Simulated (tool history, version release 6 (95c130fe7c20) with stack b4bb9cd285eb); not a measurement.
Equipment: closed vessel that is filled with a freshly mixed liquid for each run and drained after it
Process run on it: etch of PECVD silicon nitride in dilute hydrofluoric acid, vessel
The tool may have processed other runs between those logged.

run,hour,temperature setpoint of the liquid (K),parts of water to one part of 49 % hydrofluoric acid (parts by volume),time in the liquid (s),thickness taken off the PECVD silicon nitride on a monitor wafer (Å)
1,0.0,294.15,130,570,66.474
2,7.6,294.15,110,570,77.513
3,13.8,294.15,140,570,60.926
4,18.5,294.15,180,570,47.650
5,26.9,294.15,215,570,40.694
6,30.1,294.15,215,570,40.379
7,36.4,295.15,215,570,42.934
8,45.2,295.65,215,570,44.380
9,52.6,296.15,215,570,45.615
10,57.0,296.65,215,570,47.191
11,65.0,297.15,215,570,48.591
12,71.9,297.65,215,570,50.242
13,76.9,298.15,215,570,52.342

Forecast run 14:
14,84.7,302.15,200,570,?

For run 14 the tool returned thickness taken off the PECVD silicon nitride on a monitor wafer (Å) 71.059.
